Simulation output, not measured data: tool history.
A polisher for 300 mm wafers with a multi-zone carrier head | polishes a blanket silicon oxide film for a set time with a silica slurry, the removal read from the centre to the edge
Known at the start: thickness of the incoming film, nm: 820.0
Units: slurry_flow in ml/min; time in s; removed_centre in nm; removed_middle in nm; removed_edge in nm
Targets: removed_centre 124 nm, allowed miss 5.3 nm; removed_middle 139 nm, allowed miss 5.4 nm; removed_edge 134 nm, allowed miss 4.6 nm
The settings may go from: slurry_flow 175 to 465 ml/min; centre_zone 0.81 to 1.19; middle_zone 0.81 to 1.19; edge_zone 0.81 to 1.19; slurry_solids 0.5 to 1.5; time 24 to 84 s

run 1 hour=0 | slurry_flow=295 centre_zone=1 middle_zone=1 edge_zone=1 slurry_solids=1 time=54 | removed_centre=170.34 removed_middle=166.58 removed_edge=170.39
run 2 hour=4.2 | slurry_flow=290 centre_zone=0.96 middle_zone=1 edge_zone=0.96 slurry_solids=0.9 time=54 | removed_centre=150.56 removed_middle=158.33 removed_edge=152.45
run 3 hour=8.4 | slurry_flow=290 centre_zone=0.96 middle_zone=1 edge_zone=0.96 slurry_solids=1.1 time=54 | removed_centre=171.28 removed_middle=182.14 removed_edge=179.97
run 4 hour=16.2 | slurry_flow=285 centre_zone=0.93 middle_zone=0.97 edge_zone=0.94 slurry_solids=1 time=54 | removed_centre=153.93 removed_middle=166.36 removed_edge=160.64
run 5 hour=17.5 | slurry_flow=285 centre_zone=0.96 middle_zone=0.97 edge_zone=0.94 slurry_solids=1 time=54 | removed_centre=156.76 removed_middle=162.62 removed_edge=166.31
run 6 hour=19.6 | slurry_flow=285 centre_zone=0.96 middle_zone=0.97 edge_zone=0.87 slurry_solids=1 time=54 | removed_centre=157.42 removed_middle=161.28 removed_edge=158.64
run 7 hour=25.7 | slurry_flow=280 centre_zone=0.93 middle_zone=0.95 edge_zone=0.87 slurry_solids=0.95 time=54 | removed_centre=148.27 removed_middle=154.32 removed_edge=152.8
run 8 hour=27.4 | slurry_flow=275 centre_zone=0.9 middle_zone=0.94 edge_zone=0.86 slurry_solids=0.9 time=54 | removed_centre=136.81 removed_middle=148.61 removed_edge=146.13
run 9 hour=30.7 | slurry_flow=275 centre_zone=0.89 middle_zone=0.94 edge_zone=0.85 slurry_solids=0.85 time=54 | removed_centre=132.28 removed_middle=142.45 removed_edge=137.97

Which of these 4 next moves meets every target?
run A hour=34 | slurry_flow=320 centre_zone=0.86 middle_zone=0.94 edge_zone=0.85 slurry_solids=0.9 time=46 | removed_centre=? removed_middle=? removed_edge=?
run B hour=34 | slurry_flow=280 centre_zone=0.9 middle_zone=0.89 edge_zone=0.89 slurry_solids=0.8 time=54 | removed_centre=? removed_middle=? removed_edge=?
run C hour=34 | slurry_flow=280 centre_zone=0.86 middle_zone=0.93 edge_zone=0.84 slurry_solids=0.85 time=53 | removed_centre=? removed_middle=? removed_edge=?
run D hour=34 | slurry_flow=290 centre_zone=0.87 middle_zone=0.87 edge_zone=0.84 slurry_solids=1 time=46 | removed_centre=? removed_middle=? removed_edge=?

move=A removed_centre=115.47 removed_middle=127.63 removed_edge=126.47
move=B removed_centre=126.51 removed_middle=127.82 removed_edge=135.93
move=C removed_centre=125.07 removed_middle=137.21 removed_edge=136.95
move=D removed_centre=124.53 removed_middle=127.77 removed_edge=134.76
A: takes the result that was furthest off past its target
B: brings the result that was furthest off to its target, and leaves another outside
C: meets every target
D: brings the result that was furthest off to its target, and leaves another outside
The right move is C.
